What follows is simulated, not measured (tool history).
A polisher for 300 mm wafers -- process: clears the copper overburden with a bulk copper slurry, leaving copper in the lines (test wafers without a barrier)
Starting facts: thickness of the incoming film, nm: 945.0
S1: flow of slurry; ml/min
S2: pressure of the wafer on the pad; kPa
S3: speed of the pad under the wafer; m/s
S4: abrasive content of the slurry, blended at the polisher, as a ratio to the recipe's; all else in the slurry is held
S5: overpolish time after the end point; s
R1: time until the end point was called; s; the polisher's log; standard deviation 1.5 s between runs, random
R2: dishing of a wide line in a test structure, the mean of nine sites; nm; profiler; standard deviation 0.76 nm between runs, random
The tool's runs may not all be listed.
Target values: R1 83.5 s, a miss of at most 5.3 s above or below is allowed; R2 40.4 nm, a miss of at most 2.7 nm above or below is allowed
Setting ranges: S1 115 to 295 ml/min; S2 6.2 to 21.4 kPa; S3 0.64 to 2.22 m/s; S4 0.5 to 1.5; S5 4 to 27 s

Run 1, hour 0: S1 190 ml/min, S2 13.8 kPa, S3 1.42 m/s, S4 1, S5 14 s. Result: R1 88.879 s, R2 56.031 nm.
Run 2, hour 3: S1 190 ml/min, S2 13.1 kPa, S3 1.48 m/s, S4 1, S5 12 s. Result: R1 91.682 s, R2 50.974 nm.
Run 3, hour 6.3: S1 190 ml/min, S2 13.1 kPa, S3 1.52 m/s, S4 1, S5 10 s. Result: R1 84.936 s, R2 47.976 nm.
Run 4, hour 9.7: S1 190 ml/min, S2 13.1 kPa, S3 1.82 m/s, S4 1, S5 10 s. Result: R1 75.406 s, R2 53.623 nm.
Run 5, hour 12.2: S1 210 ml/min, S2 13.1 kPa, S3 1.82 m/s, S4 1, S5 10 s. Result: R1 74.132 s, R2 52.272 nm.
Run 6, hour 13.5: S1 210 ml/min, S2 13.1 kPa, S3 1.82 m/s, S4 1, S5 13 s. Result: R1 74.113 s, R2 58.388 nm.
Run 7, hour 14.6: S1 215 ml/min, S2 12.4 kPa, S3 1.82 m/s, S4 1, S5 11 s. Result: R1 78.419 s, R2 54.9 nm.
Run 8, hour 21.7: S1 210 ml/min, S2 12.4 kPa, S3 1.78 m/s, S4 1, S5 9 s. Result: R1 80.331 s, R2 48.372 nm.
Run 9, hour 26.6: S1 210 ml/min, S2 12.4 kPa, S3 1.78 m/s, S4 1, S5 8 s. Result: R1 79.279 s, R2 45.253 nm.

Pick the move, out of 4, that brings all results within their allowed miss; only one does.
Run A, hour 31.5: S1 215 ml/min, S2 9.7 kPa, S3 1.92 m/s, S4 1, S5 11 s. Result: R1 ?, R2 ?.
Run B, hour 31.5: S1 215 ml/min, S2 11 kPa, S3 1.8 m/s, S4 1.15, S5 9 s. Result: R1 ?, R2 ?.
Run C, hour 31.5: S1 190 ml/min, S2 10.3 kPa, S3 1.74 m/s, S4 0.95, S5 11 s. Result: R1 ?, R2 ?.
Run D, hour 31.5: S1 245 ml/min, S2 11.7 kPa, S3 1.76 m/s, S4 1.05, S5 7 s. Result: R1 ?, R2 ?.

move      R1      R2
   A  92.447  49.341
   B  84.543  47.395
   C  97.789  48.414
   D  81.493  42.061
A: moves away from the targets compared with the last run
B: moves away from the targets compared with the last run
C: moves away from the targets compared with the last run
D: hits every target within its allowed miss
D meets every target.

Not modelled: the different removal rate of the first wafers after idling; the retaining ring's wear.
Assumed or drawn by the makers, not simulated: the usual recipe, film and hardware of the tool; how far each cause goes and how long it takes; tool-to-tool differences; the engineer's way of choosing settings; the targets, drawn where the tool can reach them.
